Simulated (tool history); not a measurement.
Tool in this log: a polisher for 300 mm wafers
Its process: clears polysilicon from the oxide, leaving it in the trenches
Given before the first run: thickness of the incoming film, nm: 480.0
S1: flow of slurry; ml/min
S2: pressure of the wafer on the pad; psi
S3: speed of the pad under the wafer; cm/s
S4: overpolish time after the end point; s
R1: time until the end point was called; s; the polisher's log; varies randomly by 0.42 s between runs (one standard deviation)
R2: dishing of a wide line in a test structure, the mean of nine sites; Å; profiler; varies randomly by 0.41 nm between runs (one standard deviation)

run	hour	S1	S2	S3	S4	R1	R2
1	0	165	2	124	16	37.684	393.55
2	8.5	165	2.4	124	16	31.234	398.49
3	10.9	165	2.4	124	9	30.97	381.58
4	19	165	2.4	124	15	32.227	397.62
5	25.7	165	2.4	124	22	31.293	408.31
6	33.5	200	2.4	124	22	31.368	402.28

The next listed run, before its measurement:
7	38.8	215	2.5	126	18	?	?

R1: 29.237 s
R2: 397.59 Å
